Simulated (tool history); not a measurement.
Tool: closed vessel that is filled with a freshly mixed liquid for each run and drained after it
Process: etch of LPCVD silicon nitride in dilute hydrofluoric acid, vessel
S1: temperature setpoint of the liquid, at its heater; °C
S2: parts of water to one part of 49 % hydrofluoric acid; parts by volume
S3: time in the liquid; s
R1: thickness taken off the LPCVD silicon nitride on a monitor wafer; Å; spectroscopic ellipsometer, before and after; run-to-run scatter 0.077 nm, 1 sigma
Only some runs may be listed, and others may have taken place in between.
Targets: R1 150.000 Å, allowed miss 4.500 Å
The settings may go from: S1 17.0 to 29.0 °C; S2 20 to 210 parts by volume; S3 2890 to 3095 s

run	day	S1	S2	S3	R1
1	0.000	21.0	115	2890	92.856
2	0.212	21.0	145	2890	74.147
3	0.362	21.0	145	3095	79.271
4	0.538	19.0	145	3095	69.023
5	0.888	17.0	145	3095	60.070
6	1.025	17.0	145	2890	57.268
7	1.112	20.5	135	2895	76.784
8	1.200	20.5	135	2895	76.756
9	1.279	20.5	135	2895	76.147
10	1.546	24.5	115	2900	117.970
11	1.696	24.5	115	2900	116.920
12	1.788	25.5	115	2900	124.370
13	1.946	25.5	115	2900	125.350
14	2.238	26.5	115	2900	133.520
15	2.504	27.0	115	2900	136.910
16	2.604	27.5	115	2900	141.780

4 candidate next runs follow, results not yet known. Just one meets every target within its allowed miss. Identify it.
A	2.704	28.0	125	2890	?
B	2.704	28.5	125	2890	?
C	2.704	28.0	135	3035	?
D	2.704	23.0	80	2890	?

move	R1
A	134.110
B	138.360
C	130.360
D	151.220
A: lands further from the targets than the last run did
B: lands further from the targets than the last run did
C: lands further from the targets than the last run did
D: all results land within tolerance of their targets
D meets every target.

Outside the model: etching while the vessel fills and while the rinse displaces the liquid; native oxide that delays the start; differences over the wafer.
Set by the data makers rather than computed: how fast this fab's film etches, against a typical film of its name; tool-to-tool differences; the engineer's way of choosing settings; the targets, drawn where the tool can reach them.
